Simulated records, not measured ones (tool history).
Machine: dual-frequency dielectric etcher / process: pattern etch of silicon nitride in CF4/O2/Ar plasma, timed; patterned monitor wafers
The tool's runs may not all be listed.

| run | hour | source power (W) | bias power (W) | Ar flow (sccm) | CF4 flow (sccm) | etch time (s) | mean etch depth across the wafer (Å) |
|---|---|---|---|---|---|---|---|
| 1 | 0 | 510 | 69 | 111 | 77 | 194 | 4308.6 |
| 2 | 6.6 | 490 | 69 | 111 | 77 | 194 | 4183.5 |
| 3 | 14.2 | 490 | 69 | 111 | 87 | 194 | 4248.5 |
| 4 | 20.2 | 470 | 69 | 111 | 87 | 194 | 4056 |
| 5 | 28.7 | 460 | 69 | 111 | 87 | 194 | 4066.5 |
|  | 30.9 | wet clean of the chamber |
| 6 | 30.9 | 460 | 69 | 111 | 81 | 194 | 3908.2 |
| 7 | 33.1 | 450 | 69 | 111 | 81 | 194 | 3779.8 |
| 8 | 37.9 | 430 | 69 | 111 | 81 | 194 | 3655.2 |

Run 9 is up next; what results do you expect?
| 9 | 39.7 | 420 | 69 | 111 | 81 | 194 | ? |

{"run 9": {"mean etch depth across the wafer (Å)": 3615.1}}
